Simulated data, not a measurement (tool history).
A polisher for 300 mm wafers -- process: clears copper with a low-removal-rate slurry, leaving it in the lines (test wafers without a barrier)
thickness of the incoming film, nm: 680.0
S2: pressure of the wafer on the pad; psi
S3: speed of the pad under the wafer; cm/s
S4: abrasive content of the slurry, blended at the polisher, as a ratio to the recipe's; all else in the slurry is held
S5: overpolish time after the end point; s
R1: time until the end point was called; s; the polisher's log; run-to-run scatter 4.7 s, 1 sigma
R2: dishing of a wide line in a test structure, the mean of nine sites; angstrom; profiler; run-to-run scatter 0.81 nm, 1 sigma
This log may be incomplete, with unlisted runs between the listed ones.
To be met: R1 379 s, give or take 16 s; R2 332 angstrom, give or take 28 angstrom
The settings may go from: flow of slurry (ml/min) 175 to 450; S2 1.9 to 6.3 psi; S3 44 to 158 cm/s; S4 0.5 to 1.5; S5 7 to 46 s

Run 1, hour 0: flow of slurry (ml/min) 290, S2 4.1 psi, S3 100 cm/s, S4 1, S5 24 s. Result: R1 161.18 s, R2 476.68 angstrom.
Run 2, hour 7.9: flow of slurry (ml/min) 290, S2 3.5 psi, S3 90 cm/s, S4 1, S5 25 s. Result: R1 209.65 s, R2 413.54 angstrom.
Run 3, hour 12.4: flow of slurry (ml/min) 290, S2 3.1 psi, S3 86 cm/s, S4 1, S5 27 s. Result: R1 240.96 s, R2 371.37 angstrom.
Run 4, hour 19.7: flow of slurry (ml/min) 290, S2 3.1 psi, S3 86 cm/s, S4 1.1, S5 27 s. Result: R1 241.74 s, R2 393.29 angstrom.
Run 5, hour 26.4: flow of slurry (ml/min) 290, S2 4.1 psi, S3 86 cm/s, S4 1.1, S5 27 s. Result: R1 181.96 s, R2 440.89 angstrom.
Run 6, hour 28.6: flow of slurry (ml/min) 290, S2 4.1 psi, S3 86 cm/s, S4 1.1, S5 35 s. Result: R1 182.54 s, R2 502.92 angstrom.
Run 7, hour 34.7: flow of slurry (ml/min) 285, S2 3 psi, S3 62 cm/s, S4 1.05, S5 30 s. Result: R1 343.21 s, R2 345.85 angstrom.
Run 8, hour 36.6: flow of slurry (ml/min) 285, S2 2.9 psi, S3 62 cm/s, S4 1.05, S5 30 s. Result: R1 352.12 s, R2 334.45 angstrom.
Run 9, hour 42.3: flow of slurry (ml/min) 285, S2 2.8 psi, S3 62 cm/s, S4 1.05, S5 31 s. Result: R1 365.82 s, R2 337.78 angstrom.

Exercise: of the 5 proposed moves below, exactly one satisfies all targets within the stated allowed misses. Which move is it?
Run A, hour 48: flow of slurry (ml/min) 255, S2 2.4 psi, S3 64 cm/s, S4 1.05, S5 33 s. Result: R1 ?, R2 ?.
Run B, hour 48: flow of slurry (ml/min) 200, S2 2.4 psi, S3 76 cm/s, S4 1.2, S5 29 s. Result: R1 ?, R2 ?.
Run C, hour 48: flow of slurry (ml/min) 380, S2 2.7 psi, S3 70 cm/s, S4 0.85, S5 27 s. Result: R1 ?, R2 ?.
Run D, hour 48: flow of slurry (ml/min) 265, S2 2.4 psi, S3 64 cm/s, S4 1.05, S5 42 s. Result: R1 ?, R2 ?.
Run E, hour 48: flow of slurry (ml/min) 295, S2 3.8 psi, S3 44 cm/s, S4 0.95, S5 33 s. Result: R1 ?, R2 ?.

move      R1      R2
   A  417.47  300.39
   B  352.45  307.58
   C  349.04  299.33
   D   415.8   344.1
   E  386.96  325.28
A: moves the result that the last run missed by most past its target, out the other side
B: its largest miss is bigger than the last run's
C: its largest miss is bigger than the last run's
D: moves the result that the last run missed by most past its target, out the other side
E: each result inside its tolerance
Go with E: it meets all targets.
